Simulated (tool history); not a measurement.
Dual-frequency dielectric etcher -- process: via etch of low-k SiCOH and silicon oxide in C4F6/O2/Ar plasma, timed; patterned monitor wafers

run,hour,source power (W),bias power (W),etch time (s),mean etch depth across the wafer (Å)
1,0,360,227,77,2041.4
2,1.6,360,252,77,2138.6
3,3.3,360,268,77,2211.1
4,7,310,268,77,2109.4
5,9.2,280,246,77,1977
6,13.2,260,228,77,1888
7,19.6,250,214,77,1817.8
8,23.5,250,214,77,1819.7

Expected results for the next run?
9,29.7,240,205,77,?

Run 9 came out at mean etch depth across the wafer (Å) 1763.2.
